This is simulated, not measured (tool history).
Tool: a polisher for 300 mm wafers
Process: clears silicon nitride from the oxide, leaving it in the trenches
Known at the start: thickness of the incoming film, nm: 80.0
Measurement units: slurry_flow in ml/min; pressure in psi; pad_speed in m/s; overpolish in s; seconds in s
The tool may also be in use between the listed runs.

run 1 hour=0.0 | slurry_flow=190 pressure=3.4 pad_speed=1.12 overpolish=18 | seconds=65.857
run 2 hour=5.5 | slurry_flow=190 pressure=3.1 pad_speed=1.08 overpolish=18 | seconds=76.766
run 3 hour=9.6 | slurry_flow=190 pressure=2.9 pad_speed=1.06 overpolish=18 | seconds=84.064
run 4 hour=10.6 | slurry_flow=190 pressure=2.9 pad_speed=0.86 overpolish=18 | seconds=101.350
run 5 hour=18.8 | slurry_flow=190 pressure=2.7 pad_speed=0.86 overpolish=18 | seconds=109.140
run 6 hour=26.1 | slurry_flow=190 pressure=2.6 pad_speed=0.86 overpolish=18 | seconds=112.560
run 7 hour=28.9 | slurry_flow=190 pressure=2.5 pad_speed=0.86 overpolish=18 | seconds=116.190
run 8 hour=37.8 | slurry_flow=190 pressure=2.4 pad_speed=0.86 overpolish=18 | seconds=121.920
run 9 hour=46.7 | slurry_flow=190 pressure=2.3 pad_speed=0.86 overpolish=18 | seconds=125.480
run 10 hour=47.7 | slurry_flow=190 pressure=2.2 pad_speed=0.86 overpolish=18 | seconds=131.960

Run 11 comes next. What will it give?
run 11 hour=48.5 | slurry_flow=190 pressure=2.1 pad_speed=0.86 overpolish=18 | seconds=?

Run 11 yielded seconds 136.220 s.

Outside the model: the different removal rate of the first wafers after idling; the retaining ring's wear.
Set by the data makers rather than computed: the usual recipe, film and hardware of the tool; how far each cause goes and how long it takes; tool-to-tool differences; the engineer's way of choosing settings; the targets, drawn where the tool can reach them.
